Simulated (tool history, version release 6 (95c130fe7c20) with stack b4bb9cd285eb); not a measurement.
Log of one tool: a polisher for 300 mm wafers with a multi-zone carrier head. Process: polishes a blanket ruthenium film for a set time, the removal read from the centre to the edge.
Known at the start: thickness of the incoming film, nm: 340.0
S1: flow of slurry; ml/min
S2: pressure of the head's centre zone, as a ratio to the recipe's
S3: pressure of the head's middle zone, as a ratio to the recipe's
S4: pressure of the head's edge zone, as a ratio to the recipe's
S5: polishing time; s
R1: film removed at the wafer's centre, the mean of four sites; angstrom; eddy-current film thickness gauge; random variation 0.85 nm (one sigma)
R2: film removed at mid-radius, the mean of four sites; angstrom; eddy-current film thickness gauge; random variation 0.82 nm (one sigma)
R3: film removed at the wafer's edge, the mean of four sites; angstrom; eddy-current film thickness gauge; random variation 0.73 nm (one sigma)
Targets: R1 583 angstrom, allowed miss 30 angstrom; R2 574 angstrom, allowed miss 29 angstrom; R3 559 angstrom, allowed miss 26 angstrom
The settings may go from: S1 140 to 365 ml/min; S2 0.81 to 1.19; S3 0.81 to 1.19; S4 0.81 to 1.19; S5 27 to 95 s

run,day,S1,S2,S3,S4,S5,R1,R2,R3
1,0,235,1,1,1,61,867.98,874.53,893.16
2,0.179,235,1.04,1,1,61,899.16,893.27,889.34
3,0.488,235,1.04,1,0.98,55,819.8,804.76,794.3
4,0.562,235,1.03,1,0.96,51,746.54,732.07,721.74
5,0.842,235,1.02,1,0.94,49,712.88,707.9,699.88
6,1.104,235,1.02,1,0.97,49,697.89,685.29,709.31
7,1.375,235,1.02,1,0.94,47,673.66,659.45,666.75
8,1.692,225,0.98,0.97,0.84,40,544.65,557.62,539.91

Which of these 4 next moves meets every target?
A,2.008,200,0.81,1.06,0.85,45,?,?,?
B,2.008,220,0.91,0.88,0.98,41,?,?,?
C,2.008,160,0.9,0.9,0.92,42,?,?,?
D,2.008,230,1.01,0.97,0.86,41,?,?,?

move,R1,R2,R3
A,491.86,667.59,602.69
B,511.43,527.36,594.14
C,487.6,521.43,567.52
D,572.37,575.26,561.15
A: further off than the last run
B: further off than the last run
C: further off than the last run
D: meets every target
Answer: D
